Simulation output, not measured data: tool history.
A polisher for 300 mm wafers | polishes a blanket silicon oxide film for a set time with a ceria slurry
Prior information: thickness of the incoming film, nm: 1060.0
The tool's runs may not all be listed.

run  hour  flow of slurry (ml/min)  pressure of the wafer on the pad (kPa)  speed of the pad under the wafer (m/s)  polishing time (s)  film removed (angstrom)
  1     0                      250                                    28.3                                    1.16                  40                   2022.3
  2   0.7                      205                                    28.3                                    1.16                  40                   1999.6
  3   4.3                      240                                    28.3                                    1.16                  40                   2039.9
  4  13.1                      240                                    28.3                                    1.16                  40                   2034.6
  5  13.9                      240                                    28.3                                    1.16                  36                   1830.1
  6  19.8                      240                                    30.3                                    1.16                  36                   1960.2
  7  23.7                      240                                    32.4                                    1.18                  36                   2100.6
  8  29.7                      240                                    33.8                                     1.2                  36                   2266.9
  9  38.3                      240                                    35.2                                     1.2                  36                   2310.7
 10  45.2                      240                                    35.2                                     1.2                  36                   2342.5
 11  50.8                      240                                    36.5                                     1.2                  36                   2408.2

Estimate the outcome of run 12 from the log above:
       53  -- worn pad replaced by a new one
 12    53                      240                                    37.2                                    1.22                  36                        ?

Run 12 produced film removed (angstrom) 2800.
